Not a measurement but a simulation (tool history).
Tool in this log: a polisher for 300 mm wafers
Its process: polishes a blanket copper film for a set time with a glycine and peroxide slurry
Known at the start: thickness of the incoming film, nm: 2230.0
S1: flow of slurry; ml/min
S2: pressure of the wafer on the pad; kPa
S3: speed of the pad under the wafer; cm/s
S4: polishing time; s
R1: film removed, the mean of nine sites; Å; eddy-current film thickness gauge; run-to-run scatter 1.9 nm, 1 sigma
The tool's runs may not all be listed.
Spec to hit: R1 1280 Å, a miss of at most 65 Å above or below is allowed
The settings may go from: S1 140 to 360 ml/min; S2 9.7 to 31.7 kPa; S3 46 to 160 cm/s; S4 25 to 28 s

| run | day | S1 | S2 | S3 | S4 | R1 |
|---|---|---|---|---|---|---|
| 1 | 0 | 230 | 20.7 | 102 | 28 | 1618.3 |
| 2 | 0.138 | 200 | 20.7 | 102 | 28 | 1595.4 |
| 3 | 0.2 | 250 | 20.7 | 102 | 28 | 1656.1 |
| 4 | 0.458 | 250 | 20.7 | 102 | 25 | 1476.8 |
| 5 | 0.612 | 250 | 20 | 102 | 25 | 1455.1 |
| 6 | 0.708 | 250 | 19.3 | 102 | 25 | 1452.5 |
| 7 | 0.933 | 250 | 18.6 | 102 | 25 | 1432.7 |
| 8 | 1.133 | 250 | 17.9 | 100 | 25 | 1409 |

Exercise: of the 4 proposed moves below, exactly one satisfies all targets within the stated allowed misses. Which move is it?
| A | 1.333 | 265 | 16.5 | 106 | 27 | ? |
| B | 1.333 | 190 | 15.2 | 88 | 28 | ? |
| C | 1.333 | 275 | 18.6 | 110 | 26 | ? |
| D | 1.333 | 255 | 19.3 | 108 | 26 | ? |

| move | R1 |
|---|---|
| A | 1493.1 |
| B | 1260.9 |
| C | 1567.6 |
| D | 1561.9 |
A: further off than the last run
B: each result inside its tolerance
C: further off than the last run
D: further off than the last run
B meets every target.
